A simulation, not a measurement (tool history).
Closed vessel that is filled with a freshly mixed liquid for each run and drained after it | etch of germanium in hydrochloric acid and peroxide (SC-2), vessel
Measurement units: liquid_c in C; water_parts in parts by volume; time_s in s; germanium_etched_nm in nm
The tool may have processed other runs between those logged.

| run | hour | liquid_c | water_parts | time_s | germanium_etched_nm |
|---|---|---|---|---|---|
| 1 | 0.0 | 48.0 | 5.5 | 35 | 85.825 |
| 2 | 7.0 | 52.0 | 5.5 | 35 | 97.264 |
| 3 | 9.4 | 53.5 | 5.5 | 35 | 102.260 |
| 4 | 12.3 | 53.5 | 4.0 | 35 | 102.740 |
| 5 | 13.8 | 53.5 | 5.5 | 35 | 101.720 |
| 6 | 14.8 | 53.5 | 5.5 | 30 | 87.119 |

Run 7 is up next; what results do you expect?
| 7 | 16.9 | 55.5 | 5.0 | 30 | ? |

Run 7 gave germanium_etched_nm 93.726 nm.
